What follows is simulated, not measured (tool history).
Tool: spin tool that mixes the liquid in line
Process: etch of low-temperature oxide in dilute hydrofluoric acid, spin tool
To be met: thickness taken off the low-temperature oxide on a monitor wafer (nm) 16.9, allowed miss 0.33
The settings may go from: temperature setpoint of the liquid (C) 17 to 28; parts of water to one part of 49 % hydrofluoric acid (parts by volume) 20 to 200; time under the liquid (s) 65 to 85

run  hour  temperature setpoint of the liquid (C)  parts of water to one part of 49 % hydrofluoric acid (parts by volume)  time under the liquid (s)  thickness taken off the low-temperature oxide on a monitor wafer (nm)
  1     0                                      20                                                                     110                         85                                                                 12.835
  2   7.9                                      20                                                                     110                         85                                                                 12.769
  3  14.3                                      22                                                                     110                         85                                                                 13.869
  4  21.7                                    23.5                                                                     110                         85                                                                 14.745
  5  23.7                                    24.5                                                                     110                         85                                                                  15.19
  6    25                                    24.5                                                                     145                         85                                                                 11.126
  7  30.3                                    25.5                                                                     135                         85                                                                 12.533
  8  38.6                                      26                                                                     130                         85                                                                 13.418
     44.4  -- hydrofluoric acid flow meter replaced
  9  44.4                                    26.5                                                                     125                         85                                                                 15.772
 10  47.2                                      27                                                                     125                         85                                                                 16.266

5 next moves are on the table. One of them brings every result within its allowed miss. Which?
  A    50                                    26.5                                                                     125                         85                                                                      ?
  B    50                                      26                                                                     110                         75                                                                      ?
  C    50                                      24                                                                      95                         70                                                                      ?
  D    50                                    27.5                                                                     115                         80                                                                      ?
  E    50                                      28                                                                     120                         85                                                                      ?

move  thickness taken off the low-temperature oxide on a monitor wafer (nm)
   A                                                                  15.79
   B                                                                 15.828
   C                                                                 16.116
   D                                                                 16.994
   E                                                                 17.518
A: further off than the last run
B: further off than the last run
C: further off than the last run
D: meets every target
E: takes the result that was furthest off past its target
The right move is D.
